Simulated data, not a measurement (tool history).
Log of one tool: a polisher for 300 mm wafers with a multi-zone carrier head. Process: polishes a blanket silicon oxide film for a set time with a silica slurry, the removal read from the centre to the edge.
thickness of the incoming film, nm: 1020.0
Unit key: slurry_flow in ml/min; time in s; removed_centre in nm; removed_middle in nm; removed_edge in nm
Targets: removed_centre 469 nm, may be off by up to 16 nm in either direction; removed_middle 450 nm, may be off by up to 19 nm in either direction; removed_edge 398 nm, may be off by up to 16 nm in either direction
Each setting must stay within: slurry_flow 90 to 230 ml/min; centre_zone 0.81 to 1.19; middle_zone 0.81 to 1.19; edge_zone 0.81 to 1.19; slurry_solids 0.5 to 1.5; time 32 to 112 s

Run 1, hour 0: slurry_flow 150 ml/min, centre_zone 1, middle_zone 1, edge_zone 1, slurry_solids 1, time 72 s. Result: removed_centre 285.26 nm, removed_middle 299.44 nm, removed_edge 286.85 nm.
Run 2, hour 5.2: slurry_flow 135 ml/min, centre_zone 1, middle_zone 1, edge_zone 1, slurry_solids 1, time 72 s. Result: removed_centre 275.99 nm, removed_middle 290.75 nm, removed_edge 280.93 nm.
Run 3, hour 11.6: slurry_flow 140 ml/min, centre_zone 1.02, middle_zone 1.01, edge_zone 1.01, slurry_solids 1.05, time 72 s. Result: removed_centre 297.48 nm, removed_middle 301.47 nm, removed_edge 290.8 nm.
Run 4, hour 14: slurry_flow 140 ml/min, centre_zone 1.02, middle_zone 1.01, edge_zone 1.01, slurry_solids 0.9, time 72 s. Result: removed_centre 275.44 nm, removed_middle 285.19 nm, removed_edge 279.46 nm.
Run 5, hour 15.1: slurry_flow 145 ml/min, centre_zone 1.03, middle_zone 1.03, edge_zone 1.03, slurry_solids 0.95, time 72 s. Result: removed_centre 284.33 nm, removed_middle 298.05 nm, removed_edge 285.82 nm.
Run 6, hour 20: slurry_flow 145 ml/min, centre_zone 1.03, middle_zone 1.03, edge_zone 1.03, slurry_solids 0.85, time 72 s. Result: removed_centre 273.21 nm, removed_middle 286.59 nm, removed_edge 271.32 nm.
Run 7, hour 24.8: slurry_flow 150 ml/min, centre_zone 1.04, middle_zone 1.04, edge_zone 1.04, slurry_solids 0.9, time 72 s. Result: removed_centre 281.96 nm, removed_middle 292.73 nm, removed_edge 284.18 nm.
Run 8, hour 32.9: slurry_flow 190 ml/min, centre_zone 1.14, middle_zone 1.14, edge_zone 0.94, slurry_solids 1.15, time 77 s. Result: removed_centre 391.23 nm, removed_middle 391.09 nm, removed_edge 319.2 nm.
Run 9, hour 41.3: slurry_flow 190 ml/min, centre_zone 1.14, middle_zone 1.14, edge_zone 0.96, slurry_solids 1.2, time 77 s. Result: removed_centre 400.25 nm, removed_middle 404.46 nm, removed_edge 337.08 nm.
Run 10, hour 44: slurry_flow 190 ml/min, centre_zone 1.15, middle_zone 1.14, edge_zone 0.97, slurry_solids 1.2, time 77 s. Result: removed_centre 405.45 nm, removed_middle 408.61 nm, removed_edge 338.66 nm.
Run 11, hour 50: slurry_flow 190 ml/min, centre_zone 1.15, middle_zone 1.14, edge_zone 0.98, slurry_solids 1.2, time 77 s. Result: removed_centre 401.68 nm, removed_middle 403.24 nm, removed_edge 340.87 nm.
Run 12, hour 53.1: slurry_flow 200 ml/min, centre_zone 1.17, middle_zone 1.13, edge_zone 1, slurry_solids 1.3, time 78 s. Result: removed_centre 431.24 nm, removed_middle 421.01 nm, removed_edge 355.4 nm.
Run 13, hour 60.4: slurry_flow 200 ml/min, centre_zone 1.17, middle_zone 1.13, edge_zone 1.01, slurry_solids 1.3, time 78 s. Result: removed_centre 422.39 nm, removed_middle 415.34 nm, removed_edge 367.57 nm.
Run 14, hour 68.2: slurry_flow 205 ml/min, centre_zone 1.18, middle_zone 1.13, edge_zone 1, slurry_solids 1.4, time 79 s. Result: removed_centre 459.26 nm, removed_middle 442.86 nm, removed_edge 376.3 nm.
Run 15, hour 70.6: slurry_flow 205 ml/min, centre_zone 1.18, middle_zone 1.13, edge_zone 1.01, slurry_solids 1.4, time 79 s. Result: removed_centre 450.68 nm, removed_middle 441.32 nm, removed_edge 376.63 nm.

Next run, 4 choices. One meets every target within its allowed miss, the rest don't. Which?
Run A, hour 73: slurry_flow 220 ml/min, centre_zone 1.08, middle_zone 1.19, edge_zone 0.87, slurry_solids 1.5, time 80 s. Result: removed_centre ?, removed_middle ?, removed_edge ?.
Run B, hour 73: slurry_flow 185 ml/min, centre_zone 1.19, middle_zone 1.14, edge_zone 1.07, slurry_solids 1.3, time 85 s. Result: removed_centre ?, removed_middle ?, removed_edge ?.
Run C, hour 73: slurry_flow 210 ml/min, centre_zone 1.13, middle_zone 1.19, edge_zone 1.01, slurry_solids 1.45, time 76 s. Result: removed_centre ?, removed_middle ?, removed_edge ?.
Run D, hour 73: slurry_flow 175 ml/min, centre_zone 1.11, middle_zone 1.16, edge_zone 0.92, slurry_solids 1.4, time 80 s. Result: removed_centre ?, removed_middle ?, removed_edge ?.

move  removed_centre  removed_middle  removed_edge
   A           428.5          466.53        358.83
   B           463.2          441.83        392.28
   C          418.04          434.98        359.53
   D          413.18          429.79        350.13
A: lands further from the targets than the last run did
B: every result within its allowed miss
C: lands further from the targets than the last run did
D: lands further from the targets than the last run did
The right move is B.
